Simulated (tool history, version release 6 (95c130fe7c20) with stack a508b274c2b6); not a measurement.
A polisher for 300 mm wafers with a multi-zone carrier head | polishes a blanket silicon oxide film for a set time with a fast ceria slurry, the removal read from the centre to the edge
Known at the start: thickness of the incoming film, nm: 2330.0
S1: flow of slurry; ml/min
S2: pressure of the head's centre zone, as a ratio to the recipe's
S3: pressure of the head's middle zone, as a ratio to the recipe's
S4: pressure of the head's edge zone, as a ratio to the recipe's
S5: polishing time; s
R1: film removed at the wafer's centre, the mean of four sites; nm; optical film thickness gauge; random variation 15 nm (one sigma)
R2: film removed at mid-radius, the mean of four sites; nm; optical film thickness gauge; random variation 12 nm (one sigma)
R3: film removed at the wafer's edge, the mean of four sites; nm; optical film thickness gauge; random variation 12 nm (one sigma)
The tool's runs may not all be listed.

run 1 hour=0 | S1=240 S2=1 S3=1 S4=1 S5=41 | R1=691.08 R2=711.31 R3=700.53
run 2 hour=6 | S1=240 S2=0.95 S3=1 S4=1 S5=41 | R1=656.59 R2=691.7 R3=714.31
run 3 hour=8 | S1=240 S2=0.95 S3=1 S4=1.07 S5=41 | R1=654.3 R2=704.16 R3=728.53
run 4 hour=14 | S1=245 S2=0.99 S3=0.98 S4=1.08 S5=46 | R1=773.24 R2=774.3 R3=813.58
run 5 hour=15.1 | S1=250 S2=1.01 S3=0.98 S4=1.09 S5=50 | R1=850.38 R2=844.74 R3=876
run 6 hour=19.9 | S1=310 S2=1.01 S3=0.98 S4=1.09 S5=50 | R1=874.48 R2=878.11 R3=909.42
run 7 hour=22 | S1=315 S2=1.03 S3=0.97 S4=1.1 S5=52 | R1=919.11 R2=895.06 R3=937.45
run 8 hour=25.7 | S1=315 S2=1.04 S3=0.97 S4=1.11 S5=54 | R1=986.94 R2=919.01 R3=995.43

The next listed run, before its measurement:
run 9 hour=32.6 | S1=315 S2=1.05 S3=0.98 S4=1.11 S5=55 | R1=? R2=? R3=?

R1: 992.35 nm
R2: 942.63 nm
R3: 1023.5 nm

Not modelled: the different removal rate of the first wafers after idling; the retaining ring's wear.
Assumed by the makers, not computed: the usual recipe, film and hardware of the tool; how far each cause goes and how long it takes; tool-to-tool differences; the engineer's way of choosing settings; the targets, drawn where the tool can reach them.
